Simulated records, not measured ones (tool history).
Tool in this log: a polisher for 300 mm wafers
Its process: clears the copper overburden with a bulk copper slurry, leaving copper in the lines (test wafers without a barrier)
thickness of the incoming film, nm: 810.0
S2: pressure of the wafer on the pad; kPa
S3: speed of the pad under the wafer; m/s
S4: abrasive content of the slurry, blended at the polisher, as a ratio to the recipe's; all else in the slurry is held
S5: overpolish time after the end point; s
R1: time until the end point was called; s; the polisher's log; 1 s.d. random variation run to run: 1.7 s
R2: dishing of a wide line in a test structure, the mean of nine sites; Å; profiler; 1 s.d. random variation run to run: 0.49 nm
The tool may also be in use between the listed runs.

Run 1, hour 0.0: flow of slurry (ml/min) 160, S2 13.1 kPa, S3 1.12 m/s, S4 1.00, S5 19 s. Result: R1 92.099 s, R2 739.10 Å.
Run 2, hour 2.8: flow of slurry (ml/min) 160, S2 11.0 kPa, S3 1.16 m/s, S4 1.00, S5 15 s. Result: R1 102.340 s, R2 585.69 Å.
Run 3, hour 5.5: flow of slurry (ml/min) 155, S2 9.7 kPa, S3 1.20 m/s, S4 0.95, S5 13 s. Result: R1 107.350 s, R2 484.35 Å.
Run 4, hour 12.8: flow of slurry (ml/min) 155, S2 11.7 kPa, S3 1.20 m/s, S4 0.95, S5 13 s. Result: R1 95.008 s, R2 535.66 Å.
Run 5, hour 13.8: flow of slurry (ml/min) 140, S2 10.3 kPa, S3 1.28 m/s, S4 0.85, S5 11 s. Result: R1 102.290 s, R2 461.97 Å.
Run 6, hour 22.0: flow of slurry (ml/min) 140, S2 10.3 kPa, S3 1.28 m/s, S4 1.00, S5 11 s. Result: R1 98.017 s, R2 487.20 Å.
Run 7, hour 24.3: flow of slurry (ml/min) 130, S2 9.0 kPa, S3 1.34 m/s, S4 0.85, S5 10 s. Result: R1 107.540 s, R2 408.84 Å.

What does the tool deliver on the next run?
Run 8, hour 28.6: flow of slurry (ml/min) 120, S2 8.3 kPa, S3 1.40 m/s, S4 0.75, S5 9 s. Result: R1 ?, R2 ?.

R1: 112.640 s
R2: 364.32 Å
